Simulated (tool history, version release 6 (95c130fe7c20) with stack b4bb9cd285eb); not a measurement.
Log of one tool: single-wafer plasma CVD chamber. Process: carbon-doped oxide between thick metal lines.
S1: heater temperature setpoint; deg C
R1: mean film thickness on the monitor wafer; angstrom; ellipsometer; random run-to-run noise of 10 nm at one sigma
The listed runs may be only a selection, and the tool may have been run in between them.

{"run": 1, "hour": 0.0, "S1": 340, "chamber pressure (mTorr)": 6770, "RF power (kW)": 0.595, "deposition time (s)": 321, "R1": 20603}
{"run": 2, "hour": 4.9, "S1": 340, "chamber pressure (mTorr)": 7850, "RF power (kW)": 0.595, "deposition time (s)": 321, "R1": 20555}
{"run": 3, "hour": 7.3, "S1": 340, "chamber pressure (mTorr)": 7850, "RF power (kW)": 0.595, "deposition time (s)": 331, "R1": 21564}
{"run": 4, "hour": 16.2, "S1": 340, "chamber pressure (mTorr)": 7850, "RF power (kW)": 0.595, "deposition time (s)": 321, "R1": 20887}
{"run": 5, "hour": 17.2, "S1": 338, "chamber pressure (mTorr)": 7990, "RF power (kW)": 0.6, "deposition time (s)": 321, "R1": 20980}
{"run": 6, "hour": 24.8, "S1": 336, "chamber pressure (mTorr)": 8060, "RF power (kW)": 0.605, "deposition time (s)": 321, "R1": 21174}
{"run": 7, "hour": 28.4, "S1": 334, "chamber pressure (mTorr)": 8120, "RF power (kW)": 0.61, "deposition time (s)": 321, "R1": 21599}
{"run": 8, "hour": 34.8, "S1": 333, "chamber pressure (mTorr)": 8150, "RF power (kW)": 0.61, "deposition time (s)": 321, "R1": 21550}
{"run": 9, "hour": 38.5, "S1": 332, "chamber pressure (mTorr)": 8190, "RF power (kW)": 0.61, "deposition time (s)": 321, "R1": 21799}
{"run": 10, "hour": 39.7, "S1": 331, "chamber pressure (mTorr)": 8210, "RF power (kW)": 0.61, "deposition time (s)": 321, "R1": 21794}
{"run": 11, "hour": 46.5, "S1": 330, "chamber pressure (mTorr)": 8230, "RF power (kW)": 0.61, "deposition time (s)": 321, "R1": 21933}

Run 12 is up next; what results do you expect?
{"run": 12, "hour": 52.2, "S1": 330, "chamber pressure (mTorr)": 8230, "RF power (kW)": 0.61, "deposition time (s)": 321, "R1": "?"}

{"run 12": {"R1": 21776}}
